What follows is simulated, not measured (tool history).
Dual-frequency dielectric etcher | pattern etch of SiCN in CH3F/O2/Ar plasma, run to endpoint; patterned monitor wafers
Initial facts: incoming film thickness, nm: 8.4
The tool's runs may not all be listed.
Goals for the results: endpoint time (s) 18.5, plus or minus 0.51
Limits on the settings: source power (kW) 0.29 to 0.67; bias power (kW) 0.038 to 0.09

| run | hour | source power (kW) | bias power (kW) | endpoint time (s) |
|---|---|---|---|---|
| 1 | 0 | 0.48 | 0.064 | 20.78 |
| 2 | 7.5 | 0.5 | 0.065 | 20.235 |
| 3 | 13.3 | 0.52 | 0.066 | 19.918 |
| 4 | 21 | 0.52 | 0.074 | 19.264 |
| 5 | 27.2 | 0.45 | 0.074 | 20.175 |
| 6 | 32.2 | 0.47 | 0.075 | 19.831 |
| 7 | 34 | 0.49 | 0.076 | 19.406 |
| 8 | 38.2 | 0.5 | 0.077 | 19.144 |
| 9 | 46.3 | 0.51 | 0.077 | 19.172 |

4 candidate next runs follow, results not yet known. Just one meets every target within its allowed miss. Identify it.
| A | 54.4 | 0.47 | 0.072 | ? |
| B | 54.4 | 0.55 | 0.068 | ? |
| C | 54.4 | 0.48 | 0.09 | ? |
| D | 54.4 | 0.46 | 0.074 | ? |

| move | endpoint time (s) |
|---|---|
| A | 20.123 |
| B | 19.382 |
| C | 18.48 |
| D | 20.089 |
A: further off than the last run
B: further off than the last run
C: hits every target within its allowed miss
D: further off than the last run
C is the move that brings every result within its allowed miss.
